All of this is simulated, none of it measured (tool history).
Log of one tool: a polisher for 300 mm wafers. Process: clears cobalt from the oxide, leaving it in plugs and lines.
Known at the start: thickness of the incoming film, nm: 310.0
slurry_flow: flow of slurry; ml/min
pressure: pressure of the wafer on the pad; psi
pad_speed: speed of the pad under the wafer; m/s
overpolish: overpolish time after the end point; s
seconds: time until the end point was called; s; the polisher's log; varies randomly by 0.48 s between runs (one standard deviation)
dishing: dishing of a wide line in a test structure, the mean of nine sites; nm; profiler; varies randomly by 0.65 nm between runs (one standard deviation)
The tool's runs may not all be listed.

{"run": 1, "hour": 0.0, "slurry_flow": 125, "pressure": 2.3, "pad_speed": 0.96, "overpolish": 12, "seconds": 53.29, "dishing": 38.642}
{"run": 2, "hour": 4.6, "slurry_flow": 125, "pressure": 2.3, "pad_speed": 0.96, "overpolish": 9, "seconds": 53.64, "dishing": 32.755}
{"run": 3, "hour": 7.4, "slurry_flow": 125, "pressure": 2.3, "pad_speed": 0.96, "overpolish": 13, "seconds": 51.402, "dishing": 40.409}
{"run": 4, "hour": 10.5, "slurry_flow": 125, "pressure": 2.5, "pad_speed": 0.98, "overpolish": 12, "seconds": 48.491, "dishing": 40.661}
{"run": 5, "hour": 15.6, "slurry_flow": 130, "pressure": 2.5, "pad_speed": 1.04, "overpolish": 11, "seconds": 44.153, "dishing": 40.092}
{"hour": 19.7, "done": "head pressure recalibrated"}
{"run": 6, "hour": 19.7, "slurry_flow": 130, "pressure": 2.2, "pad_speed": 1.04, "overpolish": 11, "seconds": 47.967, "dishing": 38.803}
{"run": 7, "hour": 23.0, "slurry_flow": 135, "pressure": 2.4, "pad_speed": 1.06, "overpolish": 10, "seconds": 42.79, "dishing": 39.91}
{"run": 8, "hour": 28.1, "slurry_flow": 130, "pressure": 2.6, "pad_speed": 1.08, "overpolish": 9, "seconds": 39.046, "dishing": 38.374}
{"run": 9, "hour": 32.6, "slurry_flow": 130, "pressure": 2.7, "pad_speed": 1.08, "overpolish": 8, "seconds": 37.921, "dishing": 37.787}
{"run": 10, "hour": 39.4, "slurry_flow": 125, "pressure": 2.8, "pad_speed": 1.1, "overpolish": 7, "seconds": 35.774, "dishing": 35.794}

Forecast run 11:
{"run": 11, "hour": 45.8, "slurry_flow": 125, "pressure": 2.9, "pad_speed": 1.1, "overpolish": 7, "seconds": "?", "dishing": "?"}

{"run 11": {"seconds": 34.369, "dishing": 36.84}}
